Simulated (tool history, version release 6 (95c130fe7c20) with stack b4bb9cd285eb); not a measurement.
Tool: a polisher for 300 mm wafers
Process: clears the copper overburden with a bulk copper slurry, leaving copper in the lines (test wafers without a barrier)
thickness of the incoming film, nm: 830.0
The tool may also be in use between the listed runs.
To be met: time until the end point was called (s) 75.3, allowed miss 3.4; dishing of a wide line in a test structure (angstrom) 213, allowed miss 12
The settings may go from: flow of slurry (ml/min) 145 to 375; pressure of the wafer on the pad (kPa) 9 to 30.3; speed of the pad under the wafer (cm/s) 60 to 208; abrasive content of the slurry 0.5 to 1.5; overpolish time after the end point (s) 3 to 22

run	hour	flow of slurry (ml/min)	pressure of the wafer on the pad (kPa)	speed of the pad under the wafer (cm/s)	abrasive content of the slurry	overpolish time after the end point (s)	time until the end point was called (s)	dishing of a wide line in a test structure (angstrom)
1	0	240	19.3	134	1	11	51.474	800.3
2	2.5	240	17.2	132	1	9	59.353	630.55
3	5	250	15.9	132	1.05	8	63.163	545.35
4	11.2	250	15.9	132	1.05	4	62.772	321.64
5	13.4	250	15.9	132	1.25	4	59.533	335.39
6	17.7	295	15.9	132	1.25	4	59.342	332.29
7	18.8	310	14.5	132	1.3	4	65.036	320.8
8	24.1	240	11	138	1.05	3	87.211	182.07

4 next moves are on the table. One of them brings every result within its allowed miss. Which?
A	29.4	265	11.7	164	1	3	?	?
B	29.4	170	11	160	0.8	3	?	?
C	29.4	255	9.7	164	1.2	4	?	?
D	29.4	155	12.4	148	0.75	3	?	?

move	time until the end point was called (s)	dishing of a wide line in a test structure (angstrom)
A	73.958	214.85
B	87.526	184.34
C	85.53	241.51
D	84.471	191.06
A: meets every target
B: as far off as the last run
C: nearer than the last run, and not there yet
D: nearer than the last run, and not there yet
Answer: A
